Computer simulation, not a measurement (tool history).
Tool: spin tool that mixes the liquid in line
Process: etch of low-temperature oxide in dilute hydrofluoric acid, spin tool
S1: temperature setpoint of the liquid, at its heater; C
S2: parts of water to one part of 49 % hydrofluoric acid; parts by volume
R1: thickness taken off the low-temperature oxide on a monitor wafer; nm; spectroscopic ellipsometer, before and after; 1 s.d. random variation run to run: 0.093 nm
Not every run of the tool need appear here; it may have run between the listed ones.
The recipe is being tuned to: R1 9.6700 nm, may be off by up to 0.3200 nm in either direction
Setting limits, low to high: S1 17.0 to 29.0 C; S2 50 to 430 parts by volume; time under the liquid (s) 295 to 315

Run 1, day 0.000: S1 21.0 C, S2 240 parts by volume, time under the liquid (s) 295. Result: R1 15.3620 nm.
Run 2, day 0.104: S1 23.5 C, S2 240 parts by volume, time under the liquid (s) 295. Result: R1 16.5880 nm.
Run 3, day 0.233: S1 23.5 C, S2 290 parts by volume, time under the liquid (s) 295. Result: R1 13.2040 nm.
Run 4, day 0.404: S1 23.5 C, S2 290 parts by volume, time under the liquid (s) 315. Result: R1 14.2780 nm.
Run 5, day 0.712: S1 27.0 C, S2 290 parts by volume, time under the liquid (s) 315. Result: R1 15.9860 nm.
Run 6, day 0.921: S1 27.0 C, S2 290 parts by volume, time under the liquid (s) 295. Result: R1 15.2470 nm.
Run 7, day 1.167: S1 26.0 C, S2 290 parts by volume, time under the liquid (s) 295. Result: R1 14.3590 nm.
Run 8, day 1.346: S1 22.0 C, S2 300 parts by volume, time under the liquid (s) 295. Result: R1 12.0180 nm.
Run 9, day 1.446: S1 21.5 C, S2 300 parts by volume, time under the liquid (s) 295. Result: R1 11.7930 nm.

Which single option among these 4 for the next run brings every result within its allowed miss of target? Just one does.
Run A, day 1.546: S1 20.5 C, S2 340 parts by volume, time under the liquid (s) 295. Result: R1 ?.
Run B, day 1.546: S1 21.0 C, S2 260 parts by volume, time under the liquid (s) 295. Result: R1 ?.
Run C, day 1.546: S1 23.0 C, S2 290 parts by volume, time under the liquid (s) 315. Result: R1 ?.
Run D, day 1.546: S1 22.0 C, S2 295 parts by volume, time under the liquid (s) 315. Result: R1 ?.

move       R1
   A   9.6719
   B  13.7780
   C  13.8240
   D  13.0500
A: each result inside its tolerance
B: its largest miss is bigger than the last run's
C: its largest miss is bigger than the last run's
D: its largest miss is bigger than the last run's
A meets every target.

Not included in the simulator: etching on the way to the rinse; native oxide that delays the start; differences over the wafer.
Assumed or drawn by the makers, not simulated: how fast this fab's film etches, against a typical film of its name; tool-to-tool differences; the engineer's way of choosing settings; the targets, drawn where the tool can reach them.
